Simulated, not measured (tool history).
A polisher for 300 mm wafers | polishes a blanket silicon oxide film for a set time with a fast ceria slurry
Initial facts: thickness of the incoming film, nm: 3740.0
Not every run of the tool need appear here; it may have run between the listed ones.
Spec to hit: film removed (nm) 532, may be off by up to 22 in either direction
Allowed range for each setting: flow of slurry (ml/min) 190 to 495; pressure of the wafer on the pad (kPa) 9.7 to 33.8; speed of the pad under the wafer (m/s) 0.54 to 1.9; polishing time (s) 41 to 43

| run | hour | flow of slurry (ml/min) | pressure of the wafer on the pad (kPa) | speed of the pad under the wafer (m/s) | polishing time (s) | film removed (nm) |
|---|---|---|---|---|---|---|
| 1 | 0 | 320 | 21.4 | 1.22 | 41 | 872.55 |
| 2 | 2.2 | 320 | 19.3 | 1.22 | 41 | 812.29 |
| 3 | 6.3 | 320 | 17.2 | 1.2 | 41 | 683.96 |
| 4 | 7.3 | 320 | 13.8 | 1.2 | 41 | 557.61 |
| 5 | 15.5 | 320 | 13.8 | 1.38 | 41 | 637.48 |
| 6 | 22.6 | 385 | 13.8 | 1.38 | 41 | 644.89 |
| 7 | 28.7 | 385 | 13.1 | 1.38 | 41 | 604.66 |
| 8 | 37.4 | 385 | 12.4 | 1.38 | 41 | 574.51 |

Of the 4 settings listed for the next run, only one would bring every result within its allowed miss of target. Which one?
| A | 46.1 | 375 | 13.8 | 1.34 | 41 | ? |
| B | 46.1 | 405 | 13.8 | 1.26 | 42 | ? |
| C | 46.1 | 360 | 11 | 1.14 | 43 | ? |
| D | 46.1 | 340 | 11 | 1.36 | 43 | ? |

| move | film removed (nm) |
|---|---|
| A | 630.96 |
| B | 622.06 |
| C | 473.41 |
| D | 535.73 |
A: further off than the last run
B: further off than the last run
C: takes the result that was furthest off past its target
D: hits every target within its allowed miss
D is the move that brings every result within its allowed miss.
